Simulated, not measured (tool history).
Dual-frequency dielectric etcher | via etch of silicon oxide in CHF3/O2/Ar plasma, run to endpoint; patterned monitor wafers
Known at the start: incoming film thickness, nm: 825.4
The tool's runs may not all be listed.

run	hour	source power (W)	bias power (W)	endpoint time (s)
1	0	460	133	551
2	4	400	133	566.09
3	5	380	129	579.5
4	9.6	430	129	563.83
5	16.1	410	126	574.62
6	18.7	410	106	592.47
7	22.6	400	104	597.81

Run 8 comes next. What will it give?
8	30.1	390	103	?

Run 8 gave endpoint time (s) 601.82.

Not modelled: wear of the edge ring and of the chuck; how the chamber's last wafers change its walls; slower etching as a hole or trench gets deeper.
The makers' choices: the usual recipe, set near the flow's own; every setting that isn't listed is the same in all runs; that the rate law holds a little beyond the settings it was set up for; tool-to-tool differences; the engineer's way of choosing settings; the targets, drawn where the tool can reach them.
